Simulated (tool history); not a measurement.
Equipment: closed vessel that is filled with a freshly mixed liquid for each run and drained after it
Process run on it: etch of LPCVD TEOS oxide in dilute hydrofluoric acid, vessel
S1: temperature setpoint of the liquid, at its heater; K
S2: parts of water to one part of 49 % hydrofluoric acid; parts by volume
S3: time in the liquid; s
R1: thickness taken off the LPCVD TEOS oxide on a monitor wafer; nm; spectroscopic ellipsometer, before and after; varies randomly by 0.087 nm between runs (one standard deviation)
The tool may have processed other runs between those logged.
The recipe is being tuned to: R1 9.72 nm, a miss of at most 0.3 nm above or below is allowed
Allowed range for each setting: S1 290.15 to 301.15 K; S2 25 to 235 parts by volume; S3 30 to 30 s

run	hour	S1	S2	S3	R1
1	0	293.15	130	30	5.825
2	8.6	295.15	120	30	6.9841
3	16.4	296.65	115	30	7.6899
4	20.1	296.65	115	30	7.547
5	21.5	296.65	115	30	7.5127
6	22.8	297.65	110	30	8.3355
7	27.5	298.65	110	30	8.8557
8	33.3	299.15	110	30	8.9698
9	39	299.65	110	30	8.9041
# hour 40.5: thermometer replaced
10	40.5	299.65	110	30	8.6761
11	44.9	300.15	105	30	9.3384

Pick the move, out of 5, that brings all results within their allowed miss; only one does.
A	49.3	301.15	115	30	?
B	49.3	300.65	115	30	?
C	49.3	299.65	100	30	?
D	49.3	300.65	110	30	?
E	49.3	299.15	105	30	?

move	R1
A	8.5966
B	8.4356
C	9.5205
D	8.8769
E	8.8361
A: its largest miss is bigger than the last run's
B: its largest miss is bigger than the last run's
C: each result inside its tolerance
D: its largest miss is bigger than the last run's
E: its largest miss is bigger than the last run's
C is the move that brings every result within its allowed miss.
